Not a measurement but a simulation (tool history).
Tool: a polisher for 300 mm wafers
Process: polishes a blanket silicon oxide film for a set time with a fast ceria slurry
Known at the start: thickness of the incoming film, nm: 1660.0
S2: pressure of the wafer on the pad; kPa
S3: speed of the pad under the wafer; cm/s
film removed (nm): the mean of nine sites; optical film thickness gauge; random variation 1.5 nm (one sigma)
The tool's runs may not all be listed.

{"run": 1, "hour": 0.0, "flow of slurry (ml/min)": 190, "S2": 18.6, "S3": 112, "polishing time (s)": 24, "film removed (nm)": 344.46}
{"run": 2, "hour": 7.9, "flow of slurry (ml/min)": 190, "S2": 18.6, "S3": 94, "polishing time (s)": 24, "film removed (nm)": 288.51}
{"run": 3, "hour": 9.0, "flow of slurry (ml/min)": 190, "S2": 17.2, "S3": 88, "polishing time (s)": 24, "film removed (nm)": 249.96}
{"run": 4, "hour": 16.7, "flow of slurry (ml/min)": 190, "S2": 17.2, "S3": 88, "polishing time (s)": 24, "film removed (nm)": 252.24}
{"run": 5, "hour": 25.5, "flow of slurry (ml/min)": 190, "S2": 15.9, "S3": 84, "polishing time (s)": 24, "film removed (nm)": 221.83}
{"run": 6, "hour": 31.3, "flow of slurry (ml/min)": 190, "S2": 14.5, "S3": 80, "polishing time (s)": 24, "film removed (nm)": 195.3}
{"run": 7, "hour": 39.0, "flow of slurry (ml/min)": 190, "S2": 14.5, "S3": 80, "polishing time (s)": 24, "film removed (nm)": 188.36}
{"run": 8, "hour": 42.3, "flow of slurry (ml/min)": 190, "S2": 13.8, "S3": 80, "polishing time (s)": 24, "film removed (nm)": 183.12}
{"run": 9, "hour": 43.5, "flow of slurry (ml/min)": 190, "S2": 13.1, "S3": 78, "polishing time (s)": 24, "film removed (nm)": 175.83}
{"run": 10, "hour": 51.9, "flow of slurry (ml/min)": 185, "S2": 9, "S3": 58, "polishing time (s)": 24, "film removed (nm)": 90.075}

The next listed run, before its measurement:
{"run": 11, "hour": 54.3, "flow of slurry (ml/min)": 195, "S2": 9.7, "S3": 58, "polishing time (s)": 24, "film removed (nm)": "?"}

{"run 11": {"film removed (nm)": 95.025}}
